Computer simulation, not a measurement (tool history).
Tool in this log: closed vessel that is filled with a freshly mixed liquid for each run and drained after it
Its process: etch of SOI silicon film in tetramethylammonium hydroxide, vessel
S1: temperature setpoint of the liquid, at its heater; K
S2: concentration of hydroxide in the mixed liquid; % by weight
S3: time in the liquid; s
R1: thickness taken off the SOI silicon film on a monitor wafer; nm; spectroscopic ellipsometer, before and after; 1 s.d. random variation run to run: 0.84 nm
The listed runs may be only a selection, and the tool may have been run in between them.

| run | day | S1 | S2 | S3 | R1 |
|---|---|---|---|---|---|
| 1 | 0 | 343.15 | 16.5 | 35 | 186.04 |
| 2 | 0.225 | 343.15 | 18.5 | 35 | 177.66 |
| 3 | 0.575 | 343.15 | 16.5 | 35 | 184.22 |
| 4 | 0.779 | 340.15 | 16.5 | 35 | 157.08 |
| 5 | 1.017 | 338.15 | 16.5 | 35 | 136.62 |
| 6 | 1.079 | 336.65 | 16.5 | 35 | 123.63 |

Run 7 comes next. What will it give?
| 7 | 1.171 | 335.65 | 16.5 | 35 | ? |

Run 7 yielded R1 118.39 nm.
